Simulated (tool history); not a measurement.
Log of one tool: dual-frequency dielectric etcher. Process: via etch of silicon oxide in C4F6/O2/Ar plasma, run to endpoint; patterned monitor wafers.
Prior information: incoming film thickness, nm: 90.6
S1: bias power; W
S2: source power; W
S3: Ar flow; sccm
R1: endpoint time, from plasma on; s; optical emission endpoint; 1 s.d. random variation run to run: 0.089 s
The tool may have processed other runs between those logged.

run,hour,S1,S2,S3,R1
1,0,516,440,297,19.22
2,8.6,516,410,297,19.814
3,15.5,577,460,288,17.844
4,19.7,620,490,283,16.768
5,25.5,650,510,280,16.069
6,32.8,671,520,278,15.74

Run 7 has not been measured yet. What should we expect?
7,39,686,530,276,?

{"run 7": {"R1": 15.563}}
